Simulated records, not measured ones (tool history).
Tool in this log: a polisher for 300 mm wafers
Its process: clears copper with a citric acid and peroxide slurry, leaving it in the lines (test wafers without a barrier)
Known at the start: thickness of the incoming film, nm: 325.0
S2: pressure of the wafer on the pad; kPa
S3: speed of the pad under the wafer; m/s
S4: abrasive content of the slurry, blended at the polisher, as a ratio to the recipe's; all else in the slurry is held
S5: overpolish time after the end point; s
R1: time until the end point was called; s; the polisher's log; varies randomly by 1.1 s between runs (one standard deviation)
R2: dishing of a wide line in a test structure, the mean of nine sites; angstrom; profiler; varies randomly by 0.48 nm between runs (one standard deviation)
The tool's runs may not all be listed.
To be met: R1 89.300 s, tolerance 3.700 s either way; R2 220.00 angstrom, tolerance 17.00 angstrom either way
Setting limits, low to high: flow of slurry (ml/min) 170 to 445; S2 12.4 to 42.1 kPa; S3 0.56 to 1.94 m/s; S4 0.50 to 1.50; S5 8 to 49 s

{"run": 1, "hour": 0.0, "flow of slurry (ml/min)": 285, "S2": 26.9, "S3": 1.24, "S4": 1.0, "S5": 25, "R1": 80.452, "R2": 651.21}
{"run": 2, "hour": 1.3, "flow of slurry (ml/min)": 285, "S2": 26.9, "S3": 1.24, "S4": 1.0, "S5": 29, "R1": 79.412, "R2": 737.34}
{"run": 3, "hour": 6.5, "flow of slurry (ml/min)": 285, "S2": 24.8, "S3": 1.3, "S4": 1.0, "S5": 25, "R1": 81.856, "R2": 644.52}
{"run": 4, "hour": 15.3, "flow of slurry (ml/min)": 285, "S2": 24.8, "S3": 1.3, "S4": 0.85, "S5": 25, "R1": 88.63, "R2": 607.43}
{"run": 5, "hour": 21.5, "flow of slurry (ml/min)": 285, "S2": 24.8, "S3": 1.3, "S4": 0.85, "S5": 33, "R1": 84.884, "R2": 759.11}
{"run": 6, "hour": 22.6, "flow of slurry (ml/min)": 285, "S2": 21.4, "S3": 1.3, "S4": 0.85, "S5": 33, "R1": 94.8, "R2": 684.96}
{"run": 7, "hour": 26.0, "flow of slurry (ml/min)": 305, "S2": 20.0, "S3": 1.4, "S4": 0.8, "S5": 28, "R1": 93.19, "R2": 649.19}
{"run": 8, "hour": 32.5, "flow of slurry (ml/min)": 280, "S2": 22.8, "S3": 1.26, "S4": 0.95, "S5": 24, "R1": 89.817, "R2": 573.79}
{"run": 9, "hour": 39.7, "flow of slurry (ml/min)": 260, "S2": 22.1, "S3": 1.2, "S4": 1.05, "S5": 21, "R1": 96.492, "R2": 488.08}
{"run": 10, "hour": 47.5, "flow of slurry (ml/min)": 245, "S2": 21.4, "S3": 1.18, "S4": 1.15, "S5": 19, "R1": 96.789, "R2": 428.6}
{"run": 11, "hour": 52.4, "flow of slurry (ml/min)": 230, "S2": 20.0, "S3": 1.24, "S4": 1.2, "S5": 17, "R1": 97.034, "R2": 396.78}
{"run": 12, "hour": 61.2, "flow of slurry (ml/min)": 220, "S2": 18.6, "S3": 1.3, "S4": 1.25, "S5": 15, "R1": 96.979, "R2": 366.43}
{"run": 13, "hour": 67.1, "flow of slurry (ml/min)": 210, "S2": 17.2, "S3": 1.36, "S4": 1.3, "S5": 14, "R1": 97.627, "R2": 350.25}
{"run": 14, "hour": 67.6, "flow of slurry (ml/min)": 170, "S2": 12.4, "S3": 1.66, "S4": 1.5, "S5": 8, "R1": 98.916, "R2": 194.92}

Exactly one of the 4 candidate moves below puts every result within its allowed miss. Which one?
{"run": "A", "hour": 68.1, "flow of slurry (ml/min)": 170, "S2": 12.4, "S3": 1.48, "S4": 1.3, "S5": 11, "R1": "?", "R2": "?"}
{"run": "B", "hour": 68.1, "flow of slurry (ml/min)": 305, "S2": 12.4, "S3": 1.3, "S4": 1.45, "S5": 8, "R1": "?", "R2": "?"}
{"run": "C", "hour": 68.1, "flow of slurry (ml/min)": 170, "S2": 12.4, "S3": 1.48, "S4": 1.4, "S5": 8, "R1": "?", "R2": "?"}
{"run": "D", "hour": 68.1, "flow of slurry (ml/min)": 285, "S2": 13.8, "S3": 1.62, "S4": 1.5, "S5": 8, "R1": "?", "R2": "?"}

move=A R1=110.590 R2=247.70
move=B R1=112.870 R2=180.95
move=C R1=108.540 R2=187.67
move=D R1=87.238 R2=230.28
A: lands further from the targets than the last run did
B: lands further from the targets than the last run did
C: lands further from the targets than the last run did
D: each result inside its tolerance
So the answer is move D, the one that meets all the targets.
